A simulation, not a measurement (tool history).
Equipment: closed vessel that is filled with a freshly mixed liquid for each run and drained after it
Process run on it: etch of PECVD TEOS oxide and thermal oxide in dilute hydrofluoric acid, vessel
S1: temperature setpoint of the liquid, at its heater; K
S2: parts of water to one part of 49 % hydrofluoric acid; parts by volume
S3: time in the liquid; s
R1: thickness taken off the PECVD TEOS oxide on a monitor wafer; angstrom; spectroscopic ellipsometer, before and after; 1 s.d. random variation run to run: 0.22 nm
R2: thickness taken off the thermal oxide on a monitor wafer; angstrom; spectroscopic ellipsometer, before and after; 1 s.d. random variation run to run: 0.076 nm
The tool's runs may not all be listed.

{"run": 1, "hour": 0.0, "S1": 298.15, "S2": 70, "S3": 270, "R1": 505.77, "R2": 186.91}
{"run": 2, "hour": 4.5, "S1": 295.65, "S2": 80, "S3": 270, "R1": 401.49, "R2": 143.81}
{"run": 3, "hour": 10.9, "S1": 295.65, "S2": 90, "S3": 270, "R1": 353.97, "R2": 128.87}
{"run": 4, "hour": 19.5, "S1": 294.15, "S2": 90, "S3": 270, "R1": 331.83, "R2": 118.05}
{"run": 5, "hour": 20.6, "S1": 293.65, "S2": 95, "S3": 270, "R1": 307.98, "R2": 109.28}
{"run": 6, "hour": 25.0, "S1": 293.15, "S2": 95, "S3": 270, "R1": 297.9, "R2": 105.99}
{"run": 7, "hour": 33.2, "S1": 292.65, "S2": 95, "S3": 270, "R1": 296.18, "R2": 103.58}

What does the tool deliver on the next run?
{"run": 8, "hour": 33.9, "S1": 292.65, "S2": 100, "S3": 270, "R1": "?", "R2": "?"}

For run 8 the tool returned R1 275.75 angstrom, R2 98.88 angstrom.
